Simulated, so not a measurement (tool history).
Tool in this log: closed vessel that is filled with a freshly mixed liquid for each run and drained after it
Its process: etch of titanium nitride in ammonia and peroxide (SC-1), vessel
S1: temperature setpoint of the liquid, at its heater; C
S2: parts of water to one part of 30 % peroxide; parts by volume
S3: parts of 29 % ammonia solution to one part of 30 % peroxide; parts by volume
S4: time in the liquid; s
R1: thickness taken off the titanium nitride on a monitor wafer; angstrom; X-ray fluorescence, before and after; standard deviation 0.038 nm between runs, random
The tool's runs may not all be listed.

run    day    S1    S2   S3   S4      R1
  1  0.000  56.0  17.5  0.7  135  75.454
  2  0.092  51.5  17.5  0.7  135  56.281
  3  0.325  54.5  17.5  0.7  135  68.380
  4  0.638  54.5  17.5  0.7  135  68.492
  5  0.962  54.0  17.5  0.7  135  65.510
  6  1.021  53.5  17.5  0.7  135  63.351
  7  1.258  53.0  17.5  0.7  135  61.190
  8  1.496  52.5  17.5  0.7  135  59.481
  9  1.696  52.0  17.5  0.7  135  58.054

Run 10, settings as shown, results not yet in. Your forecast:
 10  1.942  51.5  17.5  0.7  135   ?

R1: 54.527 angstrom

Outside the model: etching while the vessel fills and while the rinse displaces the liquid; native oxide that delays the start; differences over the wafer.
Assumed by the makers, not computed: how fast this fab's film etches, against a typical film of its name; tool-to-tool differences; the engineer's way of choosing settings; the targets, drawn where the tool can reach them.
